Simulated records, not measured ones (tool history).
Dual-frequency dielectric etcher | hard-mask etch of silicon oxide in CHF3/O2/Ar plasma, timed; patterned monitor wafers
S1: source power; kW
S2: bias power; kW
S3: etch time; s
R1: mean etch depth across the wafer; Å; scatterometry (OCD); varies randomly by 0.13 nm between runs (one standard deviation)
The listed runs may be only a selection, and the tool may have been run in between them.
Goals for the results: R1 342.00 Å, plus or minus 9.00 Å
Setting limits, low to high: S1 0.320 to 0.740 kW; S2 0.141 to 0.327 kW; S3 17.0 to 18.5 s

run,hour,S1,S2,S3,R1
1,0.0,0.530,0.234,18.5,388.50
2,8.5,0.450,0.234,18.5,370.88
3,10.0,0.440,0.231,18.5,367.42
4,12.2,0.430,0.228,18.5,361.20
5,17.1,0.430,0.264,18.5,377.95
6,23.5,0.430,0.280,18.5,387.08
7,27.0,0.420,0.273,18.5,384.42
8,35.8,0.340,0.228,17.5,319.96
9,37.5,0.350,0.230,17.5,320.85

Pick the move, out of 5, that brings all results within their allowed miss; only one does.
A,39.2,0.380,0.242,18.5,?
B,39.2,0.380,0.240,18.0,?
C,39.2,0.320,0.223,17.0,?
D,39.2,0.450,0.227,18.5,?
E,39.2,0.360,0.263,18.5,?

move,R1
A,357.88
B,347.35
C,304.23
D,370.81
E,360.82
A: carries the result that was furthest off beyond its target, to the other side
B: in spec on every target
C: its largest miss is bigger than the last run's
D: carries the result that was furthest off beyond its target, to the other side
E: carries the result that was furthest off beyond its target, to the other side
Answer: B
